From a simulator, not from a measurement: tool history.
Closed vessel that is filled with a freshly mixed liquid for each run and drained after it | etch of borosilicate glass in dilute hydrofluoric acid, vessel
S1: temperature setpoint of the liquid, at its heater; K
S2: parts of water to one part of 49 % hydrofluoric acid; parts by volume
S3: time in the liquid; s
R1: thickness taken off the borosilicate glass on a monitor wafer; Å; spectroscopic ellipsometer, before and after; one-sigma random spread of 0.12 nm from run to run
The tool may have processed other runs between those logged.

run,hour,S1,S2,S3,R1
1,0,293.15,145,155,178.65
2,5,292.15,145,155,168.21
3,10.2,292.15,145,105,116.31
4,18.3,294.15,145,105,124.92
5,23,294.15,145,105,124.91
6,29,290.65,145,105,107.22
7,34.1,292.15,145,105,114.82
8,40.9,293.65,145,105,123

For run 9, what comes out?
9,45.4,295.65,145,105,?

{"run 9": {"R1": 134.39}}

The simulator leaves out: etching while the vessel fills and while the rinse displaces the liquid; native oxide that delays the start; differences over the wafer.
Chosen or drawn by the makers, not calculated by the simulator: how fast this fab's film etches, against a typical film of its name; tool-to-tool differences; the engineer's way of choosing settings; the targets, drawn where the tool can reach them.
